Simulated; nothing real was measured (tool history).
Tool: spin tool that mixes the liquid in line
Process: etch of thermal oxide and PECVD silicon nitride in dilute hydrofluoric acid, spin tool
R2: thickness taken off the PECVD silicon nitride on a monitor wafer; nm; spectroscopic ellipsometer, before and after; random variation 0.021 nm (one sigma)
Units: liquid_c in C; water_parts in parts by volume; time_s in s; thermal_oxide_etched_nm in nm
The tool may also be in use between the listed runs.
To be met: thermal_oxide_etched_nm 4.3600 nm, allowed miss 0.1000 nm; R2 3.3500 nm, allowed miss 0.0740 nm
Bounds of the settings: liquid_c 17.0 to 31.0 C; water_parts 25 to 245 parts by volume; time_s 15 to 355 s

Run 1, hour 0.0: liquid_c 23.0 C, water_parts 135 parts by volume, time_s 180 s. Result: thermal_oxide_etched_nm 5.5563 nm, R2 3.2996 nm.
Run 2, hour 7.6: liquid_c 23.0 C, water_parts 135 parts by volume, time_s 210 s. Result: thermal_oxide_etched_nm 6.5038 nm, R2 3.8160 nm.
Run 3, hour 12.9: liquid_c 23.0 C, water_parts 135 parts by volume, time_s 285 s. Result: thermal_oxide_etched_nm 8.7554 nm, R2 5.2315 nm.
Run 4, hour 14.3: liquid_c 21.0 C, water_parts 135 parts by volume, time_s 285 s. Result: thermal_oxide_etched_nm 8.1520 nm, R2 4.5507 nm.
Run 5, hour 17.9: liquid_c 21.0 C, water_parts 135 parts by volume, time_s 215 s. Result: thermal_oxide_etched_nm 6.1130 nm, R2 3.4705 nm.
Run 6, hour 25.9: liquid_c 22.5 C, water_parts 150 parts by volume, time_s 220 s. Result: thermal_oxide_etched_nm 5.7865 nm, R2 3.5147 nm.
Run 7, hour 27.0: liquid_c 26.5 C, water_parts 205 parts by volume, time_s 245 s. Result: thermal_oxide_etched_nm 5.2116 nm, R2 3.7060 nm.
Run 8, hour 28.4: liquid_c 26.5 C, water_parts 210 parts by volume, time_s 250 s. Result: thermal_oxide_etched_nm 5.1708 nm, R2 3.6826 nm.
Run 9, hour 32.7: liquid_c 26.5 C, water_parts 215 parts by volume, time_s 250 s. Result: thermal_oxide_etched_nm 5.0625 nm, R2 3.5432 nm.
Run 10, hour 36.8: liquid_c 27.0 C, water_parts 220 parts by volume, time_s 250 s. Result: thermal_oxide_etched_nm 4.9478 nm, R2 3.6178 nm.
Run 11, hour 42.2: liquid_c 27.0 C, water_parts 225 parts by volume, time_s 250 s. Result: thermal_oxide_etched_nm 4.8391 nm, R2 3.5327 nm.
Run 12, hour 44.8: liquid_c 27.0 C, water_parts 230 parts by volume, time_s 250 s. Result: thermal_oxide_etched_nm 4.6615 nm, R2 3.4547 nm.
Run 13, hour 47.2: liquid_c 27.0 C, water_parts 235 parts by volume, time_s 250 s. Result: thermal_oxide_etched_nm 4.5378 nm, R2 3.3821 nm.
Run 14, hour 52.8: liquid_c 27.5 C, water_parts 240 parts by volume, time_s 250 s. Result: thermal_oxide_etched_nm 4.5361 nm, R2 3.4297 nm.

Which of these 5 next moves meets every target?
Run A, hour 58.4: liquid_c 28.0 C, water_parts 230 parts by volume, time_s 240 s. Result: thermal_oxide_etched_nm ?, R2 ?.
Run B, hour 58.4: liquid_c 23.5 C, water_parts 240 parts by volume, time_s 310 s. Result: thermal_oxide_etched_nm ?, R2 ?.
Run C, hour 58.4: liquid_c 27.5 C, water_parts 240 parts by volume, time_s 265 s. Result: thermal_oxide_etched_nm ?, R2 ?.
Run D, hour 58.4: liquid_c 28.0 C, water_parts 245 parts by volume, time_s 245 s. Result: thermal_oxide_etched_nm ?, R2 ?.
Run E, hour 58.4: liquid_c 26.0 C, water_parts 210 parts by volume, time_s 240 s. Result: thermal_oxide_etched_nm ?, R2 ?.

move  thermal_oxide_etched_nm      R2
   A                   4.6502  3.5131
   B                   4.8558  3.2990
   C                   4.7823  3.6055
   D                   4.3818  3.3641
   E                   4.8543  3.4075
A: further off than the last run
B: further off than the last run
C: further off than the last run
D: meets every target
E: further off than the last run
The right move is D.
